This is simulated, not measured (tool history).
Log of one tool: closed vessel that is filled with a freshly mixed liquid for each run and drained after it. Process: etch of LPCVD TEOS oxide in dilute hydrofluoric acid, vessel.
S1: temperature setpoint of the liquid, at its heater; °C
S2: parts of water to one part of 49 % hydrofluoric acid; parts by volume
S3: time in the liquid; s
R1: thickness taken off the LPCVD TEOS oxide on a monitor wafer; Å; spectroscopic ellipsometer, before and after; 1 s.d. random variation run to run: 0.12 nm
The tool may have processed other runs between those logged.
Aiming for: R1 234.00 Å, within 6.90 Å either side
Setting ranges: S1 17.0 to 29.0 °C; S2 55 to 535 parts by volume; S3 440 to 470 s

| run | hour | S1 | S2 | S3 | R1 |
|---|---|---|---|---|---|
| 1 | 0.0 | 21.0 | 295 | 440 | 328.38 |
| 2 | 7.9 | 21.0 | 295 | 470 | 348.69 |
| 3 | 9.8 | 19.0 | 295 | 470 | 325.07 |
| 4 | 18.5 | 21.0 | 295 | 470 | 347.45 |
| 5 | 21.8 | 22.5 | 295 | 470 | 366.40 |
| 6 | 23.6 | 25.5 | 295 | 470 | 407.68 |
| 7 | 29.3 | 21.5 | 375 | 470 | 261.01 |
| 8 | 31.7 | 20.5 | 375 | 470 | 246.79 |

Pick the move, out of 5, that brings all results within their allowed miss; only one does.
| A | 34.1 | 21.0 | 385 | 470 | ? |
| B | 34.1 | 23.0 | 390 | 460 | ? |
| C | 34.1 | 18.5 | 345 | 450 | ? |
| D | 34.1 | 17.5 | 335 | 470 | ? |
| E | 34.1 | 19.0 | 380 | 470 | ? |

| move | R1 |
|---|---|
| A | 246.97 |
| B | 254.28 |
| C | 249.80 |
| D | 261.17 |
| E | 234.28 |
A: roughly where the last run was
B: misses by more than the last run did
C: misses by more than the last run did
D: misses by more than the last run did
E: each result inside its tolerance
Move E is the one to make.

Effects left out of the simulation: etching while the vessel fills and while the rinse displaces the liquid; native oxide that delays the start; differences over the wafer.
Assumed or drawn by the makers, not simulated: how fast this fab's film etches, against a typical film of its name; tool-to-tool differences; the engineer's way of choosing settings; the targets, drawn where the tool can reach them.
